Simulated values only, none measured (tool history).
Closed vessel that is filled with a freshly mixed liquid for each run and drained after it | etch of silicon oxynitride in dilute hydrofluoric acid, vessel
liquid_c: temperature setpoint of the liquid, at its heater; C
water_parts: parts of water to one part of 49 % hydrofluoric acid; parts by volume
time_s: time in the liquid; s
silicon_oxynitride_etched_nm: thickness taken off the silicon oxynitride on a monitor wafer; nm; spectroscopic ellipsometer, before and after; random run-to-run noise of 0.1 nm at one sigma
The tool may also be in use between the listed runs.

{"run": 1, "hour": 0.0, "liquid_c": 25.0, "water_parts": 185, "time_s": 635, "silicon_oxynitride_etched_nm": 9.3974}
{"run": 2, "hour": 8.9, "liquid_c": 25.0, "water_parts": 125, "time_s": 635, "silicon_oxynitride_etched_nm": 14.7}
{"run": 3, "hour": 13.2, "liquid_c": 25.0, "water_parts": 170, "time_s": 635, "silicon_oxynitride_etched_nm": 10.408}
{"run": 4, "hour": 15.5, "liquid_c": 27.5, "water_parts": 170, "time_s": 635, "silicon_oxynitride_etched_nm": 11.672}
{"run": 5, "hour": 18.5, "liquid_c": 27.5, "water_parts": 135, "time_s": 635, "silicon_oxynitride_etched_nm": 15.203}
{"run": 6, "hour": 20.4, "liquid_c": 27.5, "water_parts": 160, "time_s": 635, "silicon_oxynitride_etched_nm": 12.523}
{"run": 7, "hour": 28.8, "liquid_c": 28.0, "water_parts": 155, "time_s": 635, "silicon_oxynitride_etched_nm": 13.371}
{"run": 8, "hour": 33.0, "liquid_c": 28.5, "water_parts": 150, "time_s": 635, "silicon_oxynitride_etched_nm": 14.074}
{"run": 9, "hour": 37.4, "liquid_c": 29.0, "water_parts": 145, "time_s": 635, "silicon_oxynitride_etched_nm": 15.023}

Run 10 comes next. What will it give?
{"run": 10, "hour": 38.6, "liquid_c": 29.5, "water_parts": 140, "time_s": 635, "silicon_oxynitride_etched_nm": "?"}

{"run 10": {"silicon_oxynitride_etched_nm": 15.815}}
